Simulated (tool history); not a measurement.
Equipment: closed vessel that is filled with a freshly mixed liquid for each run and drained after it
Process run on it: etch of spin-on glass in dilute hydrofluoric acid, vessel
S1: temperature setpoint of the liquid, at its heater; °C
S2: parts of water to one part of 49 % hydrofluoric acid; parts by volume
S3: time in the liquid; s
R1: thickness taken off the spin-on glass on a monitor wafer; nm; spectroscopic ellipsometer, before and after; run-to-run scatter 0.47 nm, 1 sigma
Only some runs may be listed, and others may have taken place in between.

run	hour	S1	S2	S3	R1
1	0.0	25.0	50	95	85.899
2	3.0	25.0	50	100	89.825
3	4.7	25.0	65	100	68.423
4	6.9	25.5	65	100	70.167
5	12.1	25.5	55	100	82.292
6	14.5	24.0	55	100	78.578

The next listed run, before its measurement:
7	22.3	23.5	55	100	?

R1: 77.369 nm
